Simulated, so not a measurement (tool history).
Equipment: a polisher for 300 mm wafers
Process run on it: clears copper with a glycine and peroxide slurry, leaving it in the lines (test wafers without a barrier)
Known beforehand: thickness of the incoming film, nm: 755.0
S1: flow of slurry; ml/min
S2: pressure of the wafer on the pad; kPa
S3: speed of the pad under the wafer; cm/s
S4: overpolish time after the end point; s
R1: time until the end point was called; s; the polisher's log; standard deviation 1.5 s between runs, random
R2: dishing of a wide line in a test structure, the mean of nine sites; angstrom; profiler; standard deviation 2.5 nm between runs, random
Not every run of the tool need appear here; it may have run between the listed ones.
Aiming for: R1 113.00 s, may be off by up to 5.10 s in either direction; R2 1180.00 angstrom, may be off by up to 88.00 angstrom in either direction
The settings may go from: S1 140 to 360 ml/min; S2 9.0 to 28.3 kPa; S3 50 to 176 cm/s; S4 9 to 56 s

run,hour,S1,S2,S3,S4,R1,R2
1,0.0,230,18.6,112,29,157.88,876.30
2,7.7,230,18.6,126,29,148.35,961.80
3,13.4,230,20.7,128,29,133.37,1008.40
4,19.1,230,20.7,106,29,149.56,904.75
5,22.1,230,22.8,108,30,140.46,1013.00
6,24.0,230,24.8,110,29,128.61,1041.20
7,24.7,230,26.2,110,29,127.19,1034.50
8,32.9,230,26.9,114,30,120.02,1130.80

Consider the 5 candidate settings below. Which is the only one whose results all fall within their allowed miss of target?
A,41.1,270,27.6,120,24,?,?
B,41.1,230,26.9,110,34,?,?
C,41.1,250,28.3,90,36,?,?
D,41.1,205,27.6,124,32,?,?
E,41.1,215,24.1,146,24,?,?

move,R1,R2
A,113.38,992.03
B,122.51,1197.80
C,130.48,1203.50
D,113.48,1209.20
E,112.88,982.78
A: the furthest-off result lands on target, but another misses its tolerance
B: moves away from the targets compared with the last run
C: moves away from the targets compared with the last run
D: all results in spec
E: the furthest-off result lands on target, but another misses its tolerance
Correct choice: D, which meets every target
